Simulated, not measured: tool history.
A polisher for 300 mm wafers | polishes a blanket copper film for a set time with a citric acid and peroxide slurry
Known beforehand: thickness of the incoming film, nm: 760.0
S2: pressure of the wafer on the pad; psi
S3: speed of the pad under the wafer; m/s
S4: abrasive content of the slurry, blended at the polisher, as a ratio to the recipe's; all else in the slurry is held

{"run": 1, "hour": 0.0, "flow of slurry (ml/min)": 180, "S2": 2.4, "S3": 0.96, "S4": 1, "polishing time (s)": 47, "film removed (Å)": 845.22}
{"run": 2, "hour": 3.2, "flow of slurry (ml/min)": 180, "S2": 2.6, "S3": 0.96, "S4": 1, "polishing time (s)": 47, "film removed (Å)": 920.35}
{"run": 3, "hour": 5.1, "flow of slurry (ml/min)": 180, "S2": 2.6, "S3": 0.82, "S4": 1, "polishing time (s)": 47, "film removed (Å)": 807.51}
{"run": 4, "hour": 7.2, "flow of slurry (ml/min)": 180, "S2": 2, "S3": 0.82, "S4": 1, "polishing time (s)": 47, "film removed (Å)": 626.49}
{"run": 5, "hour": 9.0, "flow of slurry (ml/min)": 180, "S2": 2, "S3": 0.98, "S4": 1, "polishing time (s)": 47, "film removed (Å)": 719.89}
{"hour": 12.7, "done": "slurry nozzle cleaned"}
{"run": 6, "hour": 12.7, "flow of slurry (ml/min)": 180, "S2": 1.6, "S3": 0.98, "S4": 1, "polishing time (s)": 47, "film removed (Å)": 629.68}
{"run": 7, "hour": 19.2, "flow of slurry (ml/min)": 180, "S2": 1.9, "S3": 0.98, "S4": 1, "polishing time (s)": 47, "film removed (Å)": 737.15}
{"run": 8, "hour": 23.5, "flow of slurry (ml/min)": 180, "S2": 2.1, "S3": 0.98, "S4": 1, "polishing time (s)": 47, "film removed (Å)": 799.13}

Run 9, settings as shown, results not yet in. Your forecast:
{"run": 9, "hour": 28.8, "flow of slurry (ml/min)": 190, "S2": 2.7, "S3": 1.02, "S4": 1, "polishing time (s)": 47, "film removed (Å)": "?"}

{"run 9": {"film removed (Å)": 1055.3}}

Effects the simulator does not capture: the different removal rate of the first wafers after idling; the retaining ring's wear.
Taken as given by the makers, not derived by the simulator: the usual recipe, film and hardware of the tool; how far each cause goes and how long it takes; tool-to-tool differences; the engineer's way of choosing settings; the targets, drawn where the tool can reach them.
